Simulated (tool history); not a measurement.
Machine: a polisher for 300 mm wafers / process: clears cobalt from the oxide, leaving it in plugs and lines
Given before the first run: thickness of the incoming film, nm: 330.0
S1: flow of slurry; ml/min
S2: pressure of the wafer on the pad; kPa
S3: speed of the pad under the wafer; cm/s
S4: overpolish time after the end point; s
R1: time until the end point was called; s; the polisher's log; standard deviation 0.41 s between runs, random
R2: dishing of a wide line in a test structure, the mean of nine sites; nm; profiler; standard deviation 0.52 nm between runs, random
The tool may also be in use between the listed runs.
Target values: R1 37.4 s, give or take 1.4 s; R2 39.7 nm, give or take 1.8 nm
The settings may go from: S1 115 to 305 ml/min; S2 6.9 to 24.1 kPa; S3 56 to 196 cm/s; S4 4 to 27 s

{"run": 1, "day": 0.0, "S1": 195, "S2": 15.2, "S3": 126, "S4": 14, "R1": 53.372, "R2": 48.738}
{"run": 2, "day": 0.033, "S1": 195, "S2": 17.9, "S3": 126, "S4": 14, "R1": 45.349, "R2": 52.653}
{"run": 3, "day": 0.379, "S1": 195, "S2": 17.9, "S3": 140, "S4": 14, "R1": 41.085, "R2": 53.467}
{"run": 4, "day": 0.704, "S1": 195, "S2": 17.9, "S3": 142, "S4": 11, "R1": 41.857, "R2": 48.555}
{"run": 5, "day": 1.033, "S1": 215, "S2": 17.9, "S3": 142, "S4": 11, "R1": 40.252, "R2": 48.889}
{"run": 6, "day": 1.125, "S1": 230, "S2": 17.9, "S3": 142, "S4": 9, "R1": 40.064, "R2": 43.83}
{"run": 7, "day": 1.167, "S1": 230, "S2": 17.9, "S3": 142, "S4": 9, "R1": 40.355, "R2": 44.576}
{"run": 8, "day": 1.238, "S1": 240, "S2": 17.9, "S3": 142, "S4": 8, "R1": 39.842, "R2": 42.476}
{"run": 9, "day": 1.258, "S1": 250, "S2": 17.9, "S3": 142, "S4": 7, "R1": 39.711, "R2": 38.698}

Which one of the following 5 next-run settings gets every result inside its allowed miss? There is exactly one.
{"run": "A", "day": 1.279, "S1": 295, "S2": 17.9, "S3": 122, "S4": 8, "R1": "?", "R2": "?"}
{"run": "B", "day": 1.279, "S1": 265, "S2": 16.5, "S3": 144, "S4": 8, "R1": "?", "R2": "?"}
{"run": "C", "day": 1.279, "S1": 220, "S2": 17.2, "S3": 166, "S4": 7, "R1": "?", "R2": "?"}
{"run": "D", "day": 1.279, "S1": 220, "S2": 19.3, "S3": 122, "S4": 8, "R1": "?", "R2": "?"}
{"run": "E", "day": 1.279, "S1": 240, "S2": 17.9, "S3": 120, "S4": 9, "R1": "?", "R2": "?"}

move=A R1=44.096 R2=39.311
move=B R1=42.217 R2=40.348
move=C R1=36.893 R2=40.357
move=D R1=42.361 R2=40.264
move=E R1=45.642 R2=41.316
A: misses by more than the last run did
B: misses by more than the last run did
C: every result within its allowed miss
D: misses by more than the last run did
E: misses by more than the last run did
Answer: C
